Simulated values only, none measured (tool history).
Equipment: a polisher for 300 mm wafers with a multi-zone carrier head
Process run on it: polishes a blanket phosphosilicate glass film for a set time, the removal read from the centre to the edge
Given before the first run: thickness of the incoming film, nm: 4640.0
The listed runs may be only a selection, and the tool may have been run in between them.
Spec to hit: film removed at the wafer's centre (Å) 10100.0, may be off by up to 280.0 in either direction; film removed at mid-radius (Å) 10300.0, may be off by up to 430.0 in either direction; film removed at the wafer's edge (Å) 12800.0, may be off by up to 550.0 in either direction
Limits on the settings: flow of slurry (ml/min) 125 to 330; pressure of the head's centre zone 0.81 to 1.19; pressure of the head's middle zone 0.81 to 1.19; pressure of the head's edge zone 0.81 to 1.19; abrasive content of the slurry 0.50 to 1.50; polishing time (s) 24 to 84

run	hour	flow of slurry (ml/min)	pressure of the head's centre zone	pressure of the head's middle zone	pressure of the head's edge zone	abrasive content of the slurry	polishing time (s)	film removed at the wafer's centre (Å)	film removed at mid-radius (Å)	film removed at the wafer's edge (Å)
1	0.0	210	1.00	1.00	1.00	1.00	54	6983.9	6800.1	7090.5
2	5.3	205	0.97	0.98	1.05	1.15	58	7757.2	7711.0	8391.2
3	6.4	200	0.95	0.96	1.08	1.25	61	8229.8	8286.8	9467.1
4	12.0	235	0.95	0.96	1.08	1.25	61	8296.4	8627.6	9238.7
5	15.8	215	0.95	0.96	1.11	1.30	63	8726.2	8916.0	10156.0
6	18.5	200	0.95	0.97	1.13	1.35	64	8968.9	9028.3	10174.0
7	23.4	210	0.94	0.94	1.14	1.40	65	9174.2	9228.2	10525.0
8	24.9	190	0.92	0.94	1.15	1.45	67	9177.0	9577.6	10847.0
9	30.0	195	0.91	0.91	1.16	1.45	69	9438.3	9589.2	11265.0
10	34.2	195	0.90	0.90	1.17	1.45	71	9579.6	9659.8	11657.0
11	37.9	200	0.89	0.89	1.18	1.45	72	9760.3	9946.1	12102.0
12	38.9	205	0.88	0.88	1.18	1.45	72	9663.8	9754.4	12103.0
13	45.3	215	0.88	0.88	1.18	1.45	72	9623.2	9842.1	12305.0
14	52.6	225	0.89	0.88	1.18	1.45	72	9761.4	9761.4	11985.0

Next run, 5 choices. One meets every target within its allowed miss, the rest don't. Which?
A	59.9	210	0.89	0.81	1.19	1.25	80	?	?	?
B	59.9	215	1.01	0.81	1.18	1.50	66	?	?	?
C	59.9	260	1.01	1.12	1.04	1.50	62	?	?	?
D	59.9	215	0.93	1.02	1.03	1.50	68	?	?	?
E	59.9	290	0.85	0.86	1.16	1.35	77	?	?	?

move	film removed at the wafer's centre (Å)	film removed at mid-radius (Å)	film removed at the wafer's edge (Å)
A	10249.0	9421.5	12583.0
B	10388.0	8397.9	11169.0
C	10029.0	10416.0	10033.0
D	9862.7	10362.0	10786.0
E	10147.0	10184.0	12708.0
A: corrects the largest miss of the last run, while another result sits out of spec
B: the biggest miss grows against the last run
C: the biggest miss grows against the last run
D: the biggest miss grows against the last run
E: every result within its allowed miss
So the answer is move E, the one that meets all the targets.
